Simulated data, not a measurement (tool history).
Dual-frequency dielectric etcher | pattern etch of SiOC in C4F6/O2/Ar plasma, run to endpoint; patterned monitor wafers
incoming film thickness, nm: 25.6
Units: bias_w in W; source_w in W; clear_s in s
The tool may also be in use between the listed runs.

{"run": 1, "day": 0.0, "bias_w": 529, "source_w": 350, "clear_s": 8.8892}
{"run": 2, "day": 0.146, "bias_w": 529, "source_w": 290, "clear_s": 9.2958}
{"run": 3, "day": 0.367, "bias_w": 580, "source_w": 290, "clear_s": 8.8675}
{"run": 4, "day": 0.7, "bias_w": 625, "source_w": 290, "clear_s": 8.5433}
{"run": 5, "day": 0.788, "bias_w": 663, "source_w": 300, "clear_s": 8.2108}
{"run": 6, "day": 1.017, "bias_w": 619, "source_w": 300, "clear_s": 8.5702}
{"run": 7, "day": 1.283, "bias_w": 659, "source_w": 320, "clear_s": 8.1334}
{"run": 8, "day": 1.525, "bias_w": 685, "source_w": 330, "clear_s": 7.889}
{"run": 9, "day": 1.771, "bias_w": 702, "source_w": 330, "clear_s": 7.8301}

Run 10 comes next. What will it give?
{"run": 10, "day": 1.946, "bias_w": 715, "source_w": 340, "clear_s": "?"}

clear_s: 7.6973 s
